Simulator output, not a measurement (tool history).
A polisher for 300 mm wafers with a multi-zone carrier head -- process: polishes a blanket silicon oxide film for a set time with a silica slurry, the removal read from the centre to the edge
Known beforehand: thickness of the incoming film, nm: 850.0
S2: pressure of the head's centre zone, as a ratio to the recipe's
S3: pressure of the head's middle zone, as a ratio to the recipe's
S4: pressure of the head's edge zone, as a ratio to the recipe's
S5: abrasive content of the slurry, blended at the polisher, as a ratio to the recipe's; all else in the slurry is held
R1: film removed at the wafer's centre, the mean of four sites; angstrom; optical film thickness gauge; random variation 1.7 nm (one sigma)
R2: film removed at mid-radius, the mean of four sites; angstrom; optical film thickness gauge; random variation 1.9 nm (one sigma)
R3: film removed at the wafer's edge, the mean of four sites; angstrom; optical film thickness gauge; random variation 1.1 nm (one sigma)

run 1 hour=0 | flow_of_slurry_(ml/min)=205 S2=1 S3=1 S4=1 S5=1 polishing_time_(s)=35 | R1=1002.3 R2=1056 R3=1036.2
run 2 hour=1.1 | flow_of_slurry_(ml/min)=205 S2=1 S3=1.07 S4=1 S5=1 polishing_time_(s)=35 | R1=1027.3 R2=1109.2 R3=1036.7
run 3 hour=1.7 | flow_of_slurry_(ml/min)=205 S2=1 S3=1.07 S4=1 S5=0.9 polishing_time_(s)=35 | R1=972.57 R2=1035.4 R3=974.43
run 4 hour=10.5 | flow_of_slurry_(ml/min)=205 S2=0.99 S3=1.02 S4=1.04 S5=1.05 polishing_time_(s)=36 | R1=1054.2 R2=1125.3 R3=1106.5
run 5 hour=17.7 | flow_of_slurry_(ml/min)=205 S2=0.97 S3=0.98 S4=1.07 S5=1.15 polishing_time_(s)=37 | R1=1122.9 R2=1146.4 R3=1191
run 6 hour=19.7 | flow_of_slurry_(ml/min)=205 S2=0.97 S3=0.98 S4=1.12 S5=1.15 polishing_time_(s)=37 | R1=1118.8 R2=1164.5 R3=1205.7
run 7 hour=25.9 | flow_of_slurry_(ml/min)=205 S2=0.94 S3=0.96 S4=1.14 S5=1.2 polishing_time_(s)=38 | R1=1134.9 R2=1204.1 R3=1279.5
run 8 hour=27.6 | flow_of_slurry_(ml/min)=205 S2=0.92 S3=0.94 S4=1.15 S5=1.25 polishing_time_(s)=39 | R1=1149.8 R2=1211.5 R3=1329.7
run 9 hour=28.6 | flow_of_slurry_(ml/min)=205 S2=0.9 S3=0.93 S4=1.16 S5=1.3 polishing_time_(s)=40 | R1=1178.7 R2=1309.6 R3=1402.4
run 10 hour=32.7 | flow_of_slurry_(ml/min)=200 S2=0.89 S3=0.9 S4=1.17 S5=1.35 polishing_time_(s)=41 | R1=1194.1 R2=1261.6 R3=1453.1
run 11 hour=41.6 | flow_of_slurry_(ml/min)=205 S2=0.88 S3=0.89 S4=1.17 S5=1.4 polishing_time_(s)=41 | R1=1221.7 R2=1317.1 R3=1465.5
run 12 hour=48.2 | flow_of_slurry_(ml/min)=195 S2=0.87 S3=0.88 S4=1.17 S5=1.4 polishing_time_(s)=42 | R1=1213 R2=1294.8 R3=1509.1
run 13 hour=53.5 | flow_of_slurry_(ml/min)=190 S2=0.86 S3=0.87 S4=1.18 S5=1.45 polishing_time_(s)=43 | R1=1299.4 R2=1347.2 R3=1550.3
run 14 hour=62 | flow_of_slurry_(ml/min)=200 S2=0.85 S3=0.86 S4=1.18 S5=1.45 polishing_time_(s)=43 | R1=1261 R2=1309.7 R3=1576.9
run 15 hour=65.4 | flow_of_slurry_(ml/min)=205 S2=0.85 S3=0.86 S4=1.18 S5=1.45 polishing_time_(s)=43 | R1=1242.6 R2=1350.1 R3=1581.3
run 16 hour=74.4 | flow_of_slurry_(ml/min)=210 S2=0.85 S3=0.86 S4=1.18 S5=1.45 polishing_time_(s)=43 | R1=1252 R2=1339 R3=1579.7
run 17 hour=77.8 | flow_of_slurry_(ml/min)=215 S2=0.85 S3=0.86 S4=1.18 S5=1.45 polishing_time_(s)=43 | R1=1279.5 R2=1331.8 R3=1558.1
run 18 hour=80 | flow_of_slurry_(ml/min)=210 S2=0.85 S3=0.86 S4=1.18 S5=1.45 polishing_time_(s)=43 | R1=1275.8 R2=1332.6 R3=1573.2

Run 19 has not been measured yet. What should we expect?
run 19 hour=81.4 | flow_of_slurry_(ml/min)=210 S2=0.84 S3=0.86 S4=1.18 S5=1.45 polishing_time_(s)=43 | R1=? R2=? R3=?

Run 19 came out at R1 1235.7 angstrom, R2 1333.2 angstrom, R3 1579.5 angstrom.

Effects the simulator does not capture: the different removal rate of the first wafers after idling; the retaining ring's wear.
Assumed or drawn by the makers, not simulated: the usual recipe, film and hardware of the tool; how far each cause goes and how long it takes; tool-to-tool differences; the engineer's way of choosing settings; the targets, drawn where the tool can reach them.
